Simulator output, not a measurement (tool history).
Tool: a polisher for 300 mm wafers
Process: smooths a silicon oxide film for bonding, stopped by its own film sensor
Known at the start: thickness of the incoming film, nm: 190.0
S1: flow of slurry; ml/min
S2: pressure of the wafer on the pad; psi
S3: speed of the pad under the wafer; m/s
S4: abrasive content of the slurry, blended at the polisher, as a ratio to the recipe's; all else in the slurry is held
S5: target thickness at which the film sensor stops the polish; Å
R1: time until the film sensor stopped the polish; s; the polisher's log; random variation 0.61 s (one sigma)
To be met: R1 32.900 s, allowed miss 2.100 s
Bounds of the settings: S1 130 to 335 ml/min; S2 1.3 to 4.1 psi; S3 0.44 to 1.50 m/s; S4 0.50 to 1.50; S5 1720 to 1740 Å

| run | day | S1 | S2 | S3 | S4 | S5 | R1 |
|---|---|---|---|---|---|---|---|
| 1 | 0.000 | 215 | 2.7 | 0.96 | 1.00 | 1720 | 17.709 |
| 2 | 0.079 | 215 | 2.7 | 1.14 | 1.00 | 1720 | 15.252 |
| 3 | 0.125 | 215 | 2.4 | 1.08 | 1.00 | 1720 | 17.367 |
| 4 | 0.442 | 215 | 2.4 | 1.08 | 1.20 | 1720 | 16.068 |
| 5 | 0.508 | 215 | 2.4 | 0.98 | 1.20 | 1720 | 18.419 |
| 6 | 0.692 | 215 | 2.2 | 0.94 | 1.20 | 1720 | 20.133 |
| 7 | 1.033 | 215 | 2.0 | 0.90 | 1.20 | 1720 | 22.239 |
| 8 | 1.171 | 215 | 1.9 | 0.86 | 1.20 | 1720 | 25.035 |
| 9 | 1.358 | 215 | 1.8 | 0.84 | 1.20 | 1720 | 25.718 |
| 10 | 1.729 | 215 | 1.7 | 0.82 | 1.20 | 1720 | 27.729 |
| 11 | 2.096 | 215 | 1.6 | 0.82 | 1.20 | 1720 | 28.408 |
| 12 | 2.196 | 215 | 1.3 | 0.76 | 1.20 | 1720 | 36.414 |

Which of these 4 next moves meets every target?
| A | 2.296 | 255 | 1.7 | 0.54 | 1.25 | 1740 | ? |
| B | 2.296 | 305 | 1.6 | 0.64 | 1.40 | 1740 | ? |
| C | 2.296 | 205 | 1.3 | 0.74 | 1.10 | 1720 | ? |
| D | 2.296 | 155 | 1.4 | 0.62 | 1.20 | 1730 | ? |

| move | R1 |
|---|---|
| A | 32.423 |
| B | 28.194 |
| C | 36.563 |
| D | 38.413 |
A: meets every target
B: takes the result that was furthest off past its target
C: as far off as the last run
D: further off than the last run
Move A is the one to make.
